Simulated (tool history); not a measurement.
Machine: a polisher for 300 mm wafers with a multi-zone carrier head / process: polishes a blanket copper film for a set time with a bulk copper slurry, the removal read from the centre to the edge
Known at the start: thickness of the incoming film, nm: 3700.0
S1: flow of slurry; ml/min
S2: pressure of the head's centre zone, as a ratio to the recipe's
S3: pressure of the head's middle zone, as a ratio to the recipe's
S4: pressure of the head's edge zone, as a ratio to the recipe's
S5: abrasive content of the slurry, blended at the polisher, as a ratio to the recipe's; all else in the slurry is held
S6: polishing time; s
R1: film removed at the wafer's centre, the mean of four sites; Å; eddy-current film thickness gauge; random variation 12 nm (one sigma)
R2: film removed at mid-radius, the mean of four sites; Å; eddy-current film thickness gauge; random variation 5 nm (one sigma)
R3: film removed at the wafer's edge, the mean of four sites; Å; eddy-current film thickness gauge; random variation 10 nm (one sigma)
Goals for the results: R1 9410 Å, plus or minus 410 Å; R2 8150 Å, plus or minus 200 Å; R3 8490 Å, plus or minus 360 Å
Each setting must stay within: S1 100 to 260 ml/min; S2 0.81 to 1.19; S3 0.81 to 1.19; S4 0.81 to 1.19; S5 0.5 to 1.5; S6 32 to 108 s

run,day,S1,S2,S3,S4,S5,S6,R1,R2,R3
1,0,165,1,1,1,1,70,6421,6080,6098
2,0.288,170,1.01,1,1.02,1.05,71,6583.8,6360.5,6515.1
3,0.65,175,1.03,1,1.02,1.1,72,7004.2,6537.9,6569
4,0.725,180,1.04,1,1.04,1.15,73,7356.6,6730.1,6833.8
5,0.988,185,1.05,1,1.06,1.2,73,7521,6792.7,6952.1
6,1.233,185,1.05,1,1.06,1.2,85,8543.4,7944.1,8219.4
7,1.438,190,1.06,1,1.06,1.2,85,8591.3,7963.4,8308.5
8,1.683,195,1.07,1,1.06,1.2,85,8807.4,8093.2,8233

Next run, 4 choices. One meets every target within its allowed miss, the rest don't. Which?
A,1.929,175,1.09,0.97,0.99,1.3,89,?,?,?
B,1.929,245,1.16,1.07,0.99,1.1,82,?,?,?
C,1.929,195,1,1.01,1.11,1.15,86,?,?,?
D,1.929,170,1.11,1.07,1.12,1.3,80,?,?,?

move,R1,R2,R3
A,9335.7,8042,8345.6
B,9237.3,8141.5,7669.2
C,8324,7962.3,8337.5
D,8479.1,7812.2,7865.8
A: all results in spec
B: the furthest-off result lands on target, but another misses its tolerance
C: its largest miss is bigger than the last run's
D: its largest miss is bigger than the last run's
Answer: A
